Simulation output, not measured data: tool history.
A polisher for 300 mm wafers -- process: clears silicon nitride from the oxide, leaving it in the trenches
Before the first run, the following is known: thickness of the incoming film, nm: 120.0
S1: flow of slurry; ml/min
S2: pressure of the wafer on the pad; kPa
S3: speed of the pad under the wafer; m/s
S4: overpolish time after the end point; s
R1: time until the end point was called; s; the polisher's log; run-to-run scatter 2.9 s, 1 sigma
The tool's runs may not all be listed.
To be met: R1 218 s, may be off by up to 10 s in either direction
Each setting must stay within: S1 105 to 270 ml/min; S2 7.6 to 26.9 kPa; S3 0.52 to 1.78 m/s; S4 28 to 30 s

{"run": 1, "day": 0.0, "S1": 175, "S2": 17.2, "S3": 1.14, "S4": 28, "R1": 118.94}
{"run": 2, "day": 0.262, "S1": 200, "S2": 17.2, "S3": 1.14, "S4": 28, "R1": 116.86}
{"run": 3, "day": 0.496, "S1": 200, "S2": 15.9, "S3": 1.12, "S4": 28, "R1": 130.69}
{"run": 4, "day": 0.75, "S1": 225, "S2": 15.9, "S3": 1.12, "S4": 28, "R1": 126.5}
{"run": 5, "day": 0.858, "S1": 225, "S2": 14.5, "S3": 1.12, "S4": 28, "R1": 135.89}
{"run": 6, "day": 1.225, "S1": 225, "S2": 14.5, "S3": 1.12, "S4": 30, "R1": 138.08}
{"run": 7, "day": 1.525, "S1": 225, "S2": 13.8, "S3": 1.12, "S4": 30, "R1": 144.52}
{"run": 8, "day": 1.704, "S1": 225, "S2": 13.1, "S3": 1.12, "S4": 30, "R1": 150.73}
{"run": 9, "day": 1.775, "S1": 225, "S2": 12.4, "S3": 1.12, "S4": 30, "R1": 157.74}
{"run": 10, "day": 1.892, "S1": 220, "S2": 7.6, "S3": 1.08, "S4": 30, "R1": 266.92}

Pick the move, out of 4, that brings all results within their allowed miss; only one does.
{"run": "A", "day": 2.008, "S1": 210, "S2": 9, "S3": 1.14, "S4": 30, "R1": "?"}
{"run": "B", "day": 2.008, "S1": 215, "S2": 11, "S3": 1, "S4": 30, "R1": "?"}
{"run": "C", "day": 2.008, "S1": 215, "S2": 9.7, "S3": 1.18, "S4": 28, "R1": "?"}
{"run": "D", "day": 2.008, "S1": 240, "S2": 9.7, "S3": 1.2, "S4": 28, "R1": "?"}

move=A R1=216.18
move=B R1=197.75
move=C R1=195.12
move=D R1=189.91
A: meets every target
B: carries the result that was furthest off beyond its target, to the other side
C: carries the result that was furthest off beyond its target, to the other side
D: carries the result that was furthest off beyond its target, to the other side
The move that meets every target is A.
